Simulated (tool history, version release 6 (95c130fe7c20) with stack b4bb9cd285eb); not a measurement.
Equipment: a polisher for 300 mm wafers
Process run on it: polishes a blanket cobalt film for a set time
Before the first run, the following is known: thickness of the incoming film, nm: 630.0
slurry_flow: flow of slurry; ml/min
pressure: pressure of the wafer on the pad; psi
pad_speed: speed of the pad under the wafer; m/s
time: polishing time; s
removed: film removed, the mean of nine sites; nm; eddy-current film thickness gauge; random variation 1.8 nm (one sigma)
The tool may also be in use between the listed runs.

run,day,slurry_flow,pressure,pad_speed,time,removed
1,0,170,2.2,1.1,23,119.14
2,0.133,130,2.2,1.1,23,116.29
3,0.233,150,2.2,1.1,23,115.94
4,0.404,150,2.3,1.1,23,120.03
5,0.508,150,2.3,1.26,23,138.32
6,0.608,150,2.4,1.26,23,144.27

For run 7, what comes out?
7,0.792,150,2.5,1.26,23,?

Logged for run 7: removed 153.04 nm.
